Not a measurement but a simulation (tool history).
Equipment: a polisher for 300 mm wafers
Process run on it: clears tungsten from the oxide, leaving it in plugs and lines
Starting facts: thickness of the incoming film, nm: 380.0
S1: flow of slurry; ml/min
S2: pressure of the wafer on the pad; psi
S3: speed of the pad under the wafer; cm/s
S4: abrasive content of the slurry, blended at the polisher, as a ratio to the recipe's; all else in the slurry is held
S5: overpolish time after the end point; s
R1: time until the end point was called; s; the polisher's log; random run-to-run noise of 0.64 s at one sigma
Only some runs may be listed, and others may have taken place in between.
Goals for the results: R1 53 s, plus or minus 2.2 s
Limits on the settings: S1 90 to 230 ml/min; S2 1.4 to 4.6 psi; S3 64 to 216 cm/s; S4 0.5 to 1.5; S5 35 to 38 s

run,hour,S1,S2,S3,S4,S5,R1
1,0,150,3,140,1,35,70.957
2,4.2,150,3,140,0.85,35,73.355
3,10.9,150,3.1,140,0.85,35,71.291
4,18.6,150,3.2,140,0.85,35,68.922
5,25,150,2.8,140,0.85,35,76.67
6,31,150,2.5,140,0.85,35,87.507
7,38.8,150,2.7,140,0.85,35,81.481
8,43.8,150,2.8,140,0.85,35,76.139
9,51,150,2.9,140,0.85,35,76.671
10,60,150,3,140,0.85,35,71.868
11,62.5,150,3.1,140,0.85,35,71.483
12,69.9,150,3.2,140,0.85,35,68.178
13,73.3,150,3.3,140,0.85,35,66.402

Of the 4 settings listed for the next run, only one would bring every result within its allowed miss of target. Which one?
A,76.7,160,3.7,148,0.85,38,?
B,76.7,160,3.7,160,1.2,35,?
C,76.7,130,2.9,122,0.75,36,?
D,76.7,135,3.9,158,0.85,35,?

move,R1
A,56.808
B,47.991
C,88.66
D,53.449
A: closer than the last run, but not yet in spec
B: pushes the last run's worst result past its target
C: misses by more than the last run did
D: all results in spec
Answer: D
